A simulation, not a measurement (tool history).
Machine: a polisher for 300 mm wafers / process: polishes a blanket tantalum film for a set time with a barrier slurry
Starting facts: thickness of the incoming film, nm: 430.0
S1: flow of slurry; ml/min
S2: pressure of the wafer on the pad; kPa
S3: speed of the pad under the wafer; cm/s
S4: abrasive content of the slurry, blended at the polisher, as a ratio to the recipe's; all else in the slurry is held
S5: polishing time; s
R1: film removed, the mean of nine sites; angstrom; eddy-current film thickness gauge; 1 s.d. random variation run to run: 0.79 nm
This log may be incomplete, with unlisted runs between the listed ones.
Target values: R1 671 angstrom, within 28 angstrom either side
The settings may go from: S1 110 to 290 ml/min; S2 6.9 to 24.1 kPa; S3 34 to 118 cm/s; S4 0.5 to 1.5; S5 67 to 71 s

{"run": 1, "hour": 0.0, "S1": 185, "S2": 15.2, "S3": 76, "S4": 1, "S5": 67, "R1": 959.01}
{"run": 2, "hour": 4.1, "S1": 185, "S2": 15.2, "S3": 76, "S4": 1, "S5": 71, "R1": 982.68}
{"run": 3, "hour": 11.2, "S1": 155, "S2": 15.2, "S3": 76, "S4": 1, "S5": 71, "R1": 966.74}
{"run": 4, "hour": 12.3, "S1": 155, "S2": 14.5, "S3": 76, "S4": 1, "S5": 71, "R1": 925.03}
{"run": 5, "hour": 18.7, "S1": 155, "S2": 13.8, "S3": 76, "S4": 1, "S5": 71, "R1": 897.89}
{"hour": 27.3, "done": "head pressure recalibrated"}
{"run": 6, "hour": 27.3, "S1": 190, "S2": 13.8, "S3": 76, "S4": 1, "S5": 71, "R1": 850.76}
{"run": 7, "hour": 31.7, "S1": 190, "S2": 12.4, "S3": 76, "S4": 1, "S5": 71, "R1": 762.5}
{"run": 8, "hour": 32.3, "S1": 190, "S2": 11.7, "S3": 76, "S4": 1, "S5": 71, "R1": 706.88}

Consider the 5 candidate settings below. Which is the only one whose results all fall within their allowed miss of target?
{"run": "A", "hour": 32.9, "S1": 175, "S2": 13.1, "S3": 70, "S4": 0.9, "S5": 68, "R1": "?"}
{"run": "B", "hour": 32.9, "S1": 210, "S2": 10.3, "S3": 74, "S4": 1, "S5": 70, "R1": "?"}
{"run": "C", "hour": 32.9, "S1": 190, "S2": 12.4, "S3": 82, "S4": 1, "S5": 69, "R1": "?"}
{"run": "D", "hour": 32.9, "S1": 200, "S2": 9, "S3": 86, "S4": 0.85, "S5": 71, "R1": "?"}
{"run": "E", "hour": 32.9, "S1": 200, "S2": 10.3, "S3": 76, "S4": 0.9, "S5": 70, "R1": "?"}

move=A R1=679.52
move=B R1=626.25
move=C R1=802.27
move=D R1=599.08
move=E R1=614.4
A: hits every target within its allowed miss
B: takes the biggest miss from the last run beyond its target
C: its largest miss is bigger than the last run's
D: takes the biggest miss from the last run beyond its target
E: takes the biggest miss from the last run beyond its target
So the answer is move A, the one that meets all the targets.

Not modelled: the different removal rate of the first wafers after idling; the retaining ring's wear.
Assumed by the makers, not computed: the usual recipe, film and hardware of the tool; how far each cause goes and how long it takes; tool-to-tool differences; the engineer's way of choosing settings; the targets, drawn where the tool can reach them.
